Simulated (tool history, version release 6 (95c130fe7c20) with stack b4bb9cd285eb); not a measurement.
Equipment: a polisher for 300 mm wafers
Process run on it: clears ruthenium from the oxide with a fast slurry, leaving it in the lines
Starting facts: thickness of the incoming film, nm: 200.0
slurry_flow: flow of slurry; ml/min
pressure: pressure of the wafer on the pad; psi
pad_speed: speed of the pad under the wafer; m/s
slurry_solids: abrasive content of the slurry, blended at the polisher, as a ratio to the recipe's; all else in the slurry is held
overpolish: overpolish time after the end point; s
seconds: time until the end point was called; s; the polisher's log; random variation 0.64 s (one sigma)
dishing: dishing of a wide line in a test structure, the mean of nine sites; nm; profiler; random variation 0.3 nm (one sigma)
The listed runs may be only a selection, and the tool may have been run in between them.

run	hour	slurry_flow	pressure	pad_speed	slurry_solids	overpolish	seconds	dishing
1	0	265	3	1	1	13	48.098	27.859
2	1.9	215	3	1	1	13	51.971	28.99
3	4	235	2.9	1	1	12	52.326	24.91
4	5.9	235	2.9	1	1.15	12	49.789	26.314
5	9.2	255	2.8	1.02	1.2	11	49.09	26.197
6	10.1	255	2.8	1.02	1.4	11	48.104	26.238

Run 7, settings as shown, results not yet in. Your forecast:
7	16	260	2.5	1	1.5	5	?	?

seconds: 53.689 s
dishing: 14.07 nm

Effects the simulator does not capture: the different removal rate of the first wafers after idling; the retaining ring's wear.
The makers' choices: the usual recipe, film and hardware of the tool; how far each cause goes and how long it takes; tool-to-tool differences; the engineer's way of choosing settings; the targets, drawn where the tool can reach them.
